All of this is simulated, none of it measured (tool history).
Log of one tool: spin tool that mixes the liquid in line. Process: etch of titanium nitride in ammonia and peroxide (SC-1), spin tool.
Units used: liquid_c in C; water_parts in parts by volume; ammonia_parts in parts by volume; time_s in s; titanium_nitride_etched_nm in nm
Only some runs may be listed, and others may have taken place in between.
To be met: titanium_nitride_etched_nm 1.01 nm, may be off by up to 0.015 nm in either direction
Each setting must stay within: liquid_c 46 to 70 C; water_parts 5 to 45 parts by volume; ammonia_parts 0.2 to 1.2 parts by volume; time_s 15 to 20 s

run	hour	liquid_c	water_parts	ammonia_parts	time_s	titanium_nitride_etched_nm
1	0	62	25	0.9	20	1.8576
2	2.5	62	20	0.9	20	2.0928
3	7.9	60.5	20	0.9	20	1.8956
4	14.9	59	20	0.9	20	1.7199
5	21.6	58	20	0.9	20	1.6094
6	29.8	57	20	0.9	20	1.5137
7	35.4	57	20	0.9	20	1.5166
8	37	56	20	0.9	20	1.4155
# hour 44.9: ammonia flow meter replaced
9	44.9	55.5	20	0.9	20	1.3915
10	49.6	55	20	0.9	20	1.3362

Which of these 5 next moves meets every target?
A	54.3	57.5	16.5	0.9	20	?
B	54.3	58	19.5	0.75	15	?
C	54.3	57.5	27.5	1	15	?
D	54.3	61	18	0.65	20	?
E	54.3	53	20.5	0.75	15	?

move	titanium_nitride_etched_nm
A	1.7652
B	1.2104
C	1.0186
D	2.0022
E	0.84074
A: its largest miss is bigger than the last run's
B: gains on the last run, yet a result remains outside its allowed miss
C: each result inside its tolerance
D: its largest miss is bigger than the last run's
E: pushes the last run's worst result past its target
Go with C: it meets all targets.
